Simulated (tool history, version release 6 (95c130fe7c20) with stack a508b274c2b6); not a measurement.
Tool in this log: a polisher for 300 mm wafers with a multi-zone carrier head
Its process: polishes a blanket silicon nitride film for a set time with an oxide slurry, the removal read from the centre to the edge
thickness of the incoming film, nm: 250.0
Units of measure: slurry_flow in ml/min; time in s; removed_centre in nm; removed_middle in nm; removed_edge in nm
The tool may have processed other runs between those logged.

run,hour,slurry_flow,centre_zone,middle_zone,edge_zone,slurry_solids,time,removed_centre,removed_middle,removed_edge
1,0.0,235,1.00,1.00,1.00,1.00,86,76.419,77.599,76.351
2,6.2,235,1.00,1.00,1.00,1.00,103,93.167,93.013,92.479
3,9.4,235,1.00,1.00,1.00,1.15,103,96.741,98.226,97.940
4,15.0,235,1.00,0.95,1.00,1.15,103,100.010,96.165,98.268
5,16.2,225,0.96,0.95,0.98,0.95,98,82.877,81.997,85.673
6,17.5,225,0.94,0.97,0.96,0.85,94,75.530,75.175,75.168
7,19.3,215,0.90,0.99,0.97,0.75,93,66.197,72.215,71.212
# hour 20.7: edge zone pressure recalibrated
8,20.7,210,0.88,0.98,0.95,0.70,93,61.849,69.269,68.886

Run 9 is up next; what results do you expect?
9,24.4,205,0.87,0.97,0.92,0.65,93,?,?,?

{"run 9": {"removed_centre": 59.755, "removed_middle": 64.923, "removed_edge": 65.125}}
